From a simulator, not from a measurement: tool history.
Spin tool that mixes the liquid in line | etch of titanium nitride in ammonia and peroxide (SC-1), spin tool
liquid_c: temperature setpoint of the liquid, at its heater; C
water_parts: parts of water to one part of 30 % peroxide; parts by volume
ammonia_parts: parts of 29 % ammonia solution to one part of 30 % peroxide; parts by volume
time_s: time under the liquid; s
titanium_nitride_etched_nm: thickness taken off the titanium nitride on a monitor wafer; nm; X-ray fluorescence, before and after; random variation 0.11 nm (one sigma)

Run 1, hour 0.0: liquid_c 60.0 C, water_parts 29.0 parts by volume, ammonia_parts 0.75 parts by volume, time_s 150 s. Result: titanium_nitride_etched_nm 19.388 nm.
Run 2, hour 5.3: liquid_c 61.5 C, water_parts 29.0 parts by volume, ammonia_parts 0.75 parts by volume, time_s 150 s. Result: titanium_nitride_etched_nm 21.362 nm.
Run 3, hour 7.5: liquid_c 61.5 C, water_parts 23.5 parts by volume, ammonia_parts 0.75 parts by volume, time_s 150 s. Result: titanium_nitride_etched_nm 24.073 nm.
Run 4, hour 14.6: liquid_c 61.5 C, water_parts 23.5 parts by volume, ammonia_parts 0.55 parts by volume, time_s 150 s. Result: titanium_nitride_etched_nm 22.780 nm.
Run 5, hour 15.4: liquid_c 62.5 C, water_parts 23.5 parts by volume, ammonia_parts 0.55 parts by volume, time_s 150 s. Result: titanium_nitride_etched_nm 24.113 nm.
Run 6, hour 23.1: liquid_c 62.5 C, water_parts 29.5 parts by volume, ammonia_parts 0.55 parts by volume, time_s 150 s. Result: titanium_nitride_etched_nm 21.291 nm.
Run 7, hour 28.6: liquid_c 64.0 C, water_parts 29.5 parts by volume, ammonia_parts 0.55 parts by volume, time_s 150 s. Result: titanium_nitride_etched_nm 23.431 nm.
Run 8, hour 31.0: liquid_c 65.0 C, water_parts 29.5 parts by volume, ammonia_parts 0.55 parts by volume, time_s 150 s. Result: titanium_nitride_etched_nm 24.966 nm.
Run 9, hour 36.6: liquid_c 66.0 C, water_parts 29.5 parts by volume, ammonia_parts 0.55 parts by volume, time_s 150 s. Result: titanium_nitride_etched_nm 26.518 nm.
Run 10, hour 42.5: liquid_c 66.5 C, water_parts 29.5 parts by volume, ammonia_parts 0.55 parts by volume, time_s 150 s. Result: titanium_nitride_etched_nm 27.597 nm.

Run 11 comes next. What will it give?
Run 11, hour 46.3: liquid_c 67.0 C, water_parts 29.5 parts by volume, ammonia_parts 0.55 parts by volume, time_s 150 s. Result: titanium_nitride_etched_nm ?.

titanium_nitride_etched_nm: 28.220 nm
